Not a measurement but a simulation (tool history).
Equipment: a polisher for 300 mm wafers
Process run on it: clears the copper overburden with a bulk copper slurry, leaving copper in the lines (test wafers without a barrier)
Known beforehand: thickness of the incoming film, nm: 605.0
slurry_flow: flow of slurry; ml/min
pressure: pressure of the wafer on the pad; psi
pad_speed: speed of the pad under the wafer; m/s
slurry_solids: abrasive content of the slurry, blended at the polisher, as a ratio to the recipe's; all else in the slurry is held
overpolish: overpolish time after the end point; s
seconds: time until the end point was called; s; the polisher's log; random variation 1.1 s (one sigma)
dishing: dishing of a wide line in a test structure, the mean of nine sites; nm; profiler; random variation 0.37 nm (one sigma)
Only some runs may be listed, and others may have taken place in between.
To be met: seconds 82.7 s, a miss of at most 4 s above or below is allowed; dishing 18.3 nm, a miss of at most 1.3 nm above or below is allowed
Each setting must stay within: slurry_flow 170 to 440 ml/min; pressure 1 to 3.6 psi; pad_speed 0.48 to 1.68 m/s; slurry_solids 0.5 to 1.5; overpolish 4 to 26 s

Run 1, hour 0: slurry_flow 280 ml/min, pressure 2.3 psi, pad_speed 1.08 m/s, slurry_solids 1, overpolish 13 s. Result: seconds 81.307 s, dishing 43.215 nm.
Run 2, hour 3.4: slurry_flow 280 ml/min, pressure 2.3 psi, pad_speed 1.08 m/s, slurry_solids 1, overpolish 17 s. Result: seconds 82.898 s, dishing 49.097 nm.
Run 3, hour 6.6: slurry_flow 285 ml/min, pressure 2.1 psi, pad_speed 1.16 m/s, slurry_solids 1, overpolish 15 s. Result: seconds 84.832 s, dishing 47.374 nm.
Run 4, hour 9.3: slurry_flow 335 ml/min, pressure 2.1 psi, pad_speed 1.16 m/s, slurry_solids 1, overpolish 15 s. Result: seconds 82.323 s, dishing 45.821 nm.
Run 5, hour 15.4: slurry_flow 335 ml/min, pressure 2.6 psi, pad_speed 1.16 m/s, slurry_solids 1, overpolish 15 s. Result: seconds 66.29 s, dishing 53.254 nm.
Run 6, hour 19.2: slurry_flow 335 ml/min, pressure 2.6 psi, pad_speed 1.16 m/s, slurry_solids 0.85, overpolish 15 s. Result: seconds 67.851 s, dishing 51.171 nm.
At hour 20.8: head pressure recalibrated.
Run 7, hour 20.8: slurry_flow 370 ml/min, pressure 2 psi, pad_speed 1.46 m/s, slurry_solids 0.6, overpolish 9 s. Result: seconds 64.712 s, dishing 40.035 nm.
Run 8, hour 24.7: slurry_flow 290 ml/min, pressure 1.4 psi, pad_speed 1.46 m/s, slurry_solids 0.85, overpolish 4 s. Result: seconds 89.191 s, dishing 16.779 nm.

Which single option among these 4 for the next run brings every result within its allowed miss of target? Just one does.
Run A, hour 28.6: slurry_flow 235 ml/min, pressure 1.2 psi, pad_speed 1.56 m/s, slurry_solids 1.05, overpolish 4 s. Result: seconds ?, dishing ?.
Run B, hour 28.6: slurry_flow 315 ml/min, pressure 1.4 psi, pad_speed 1.28 m/s, slurry_solids 0.85, overpolish 4 s. Result: seconds ?, dishing ?.
Run C, hour 28.6: slurry_flow 300 ml/min, pressure 1.7 psi, pad_speed 1.24 m/s, slurry_solids 0.55, overpolish 4 s. Result: seconds ?, dishing ?.
Run D, hour 28.6: slurry_flow 285 ml/min, pressure 1.4 psi, pad_speed 1.66 m/s, slurry_solids 0.65, overpolish 4 s. Result: seconds ?, dishing ?.

move  seconds  dishing
   A   96.655   15.503
   B   101.44   15.022
   C   92.719   16.396
   D   82.551   17.857
A: lands further from the targets than the last run did
B: lands further from the targets than the last run did
C: lands further from the targets than the last run did
D: hits every target within its allowed miss
So the answer is move D, the one that meets all the targets.
